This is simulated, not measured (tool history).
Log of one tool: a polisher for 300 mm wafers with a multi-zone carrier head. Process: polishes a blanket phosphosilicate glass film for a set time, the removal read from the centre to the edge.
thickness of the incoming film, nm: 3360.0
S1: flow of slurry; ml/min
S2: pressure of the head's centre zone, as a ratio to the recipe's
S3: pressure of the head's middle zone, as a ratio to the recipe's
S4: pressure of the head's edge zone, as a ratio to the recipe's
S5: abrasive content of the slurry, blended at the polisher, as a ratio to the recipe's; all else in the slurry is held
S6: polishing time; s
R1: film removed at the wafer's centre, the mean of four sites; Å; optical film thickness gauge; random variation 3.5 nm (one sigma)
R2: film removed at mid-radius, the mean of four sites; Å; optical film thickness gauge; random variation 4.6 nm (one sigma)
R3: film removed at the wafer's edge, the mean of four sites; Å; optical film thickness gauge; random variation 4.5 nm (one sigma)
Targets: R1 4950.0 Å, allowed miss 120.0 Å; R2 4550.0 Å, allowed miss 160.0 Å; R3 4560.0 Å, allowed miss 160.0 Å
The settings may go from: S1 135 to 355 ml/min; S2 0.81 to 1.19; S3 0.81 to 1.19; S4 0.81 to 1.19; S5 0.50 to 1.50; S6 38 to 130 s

run,hour,S1,S2,S3,S4,S5,S6,R1,R2,R3
1,0.0,225,1.00,1.00,1.00,1.00,84,3687.6,3762.4,3803.3
2,3.9,225,1.00,1.00,0.93,1.00,84,3671.7,3723.8,3726.7
3,10.5,235,1.03,1.01,0.97,1.05,84,3948.7,3897.4,3919.0
4,14.2,235,1.03,1.01,0.97,1.05,71,3269.6,3287.7,3271.6
5,15.1,245,1.06,1.02,1.01,1.15,72,3624.6,3533.7,3551.2
6,17.8,245,1.06,1.02,1.05,1.15,72,3572.5,3476.1,3598.9
7,24.2,255,1.09,1.04,1.06,1.25,73,3967.3,3739.0,3751.4
8,31.1,260,1.09,1.05,1.08,1.30,74,4051.9,3838.5,4015.5
9,32.1,270,1.11,1.07,1.09,1.35,74,4234.7,4076.2,4028.6
10,39.6,275,1.12,1.07,1.11,1.40,75,4378.4,4117.1,4210.0

Which of these 4 next moves meets every target?
A,47.1,315,1.11,1.12,1.10,1.40,76,?,?,?
B,47.1,320,1.06,0.84,1.19,1.45,81,?,?,?
C,47.1,215,1.18,1.10,1.14,1.50,81,?,?,?
D,47.1,285,0.95,0.94,1.18,1.15,83,?,?,?

move,R1,R2,R3
A,4495.4,4424.3,4311.4
B,4632.1,3757.7,4871.3
C,4965.2,4546.6,4637.5
D,3833.6,3816.4,4491.3
A: nearer than the last run, and not there yet
B: as far off as the last run
C: meets every target
D: further off than the last run
Answer: C
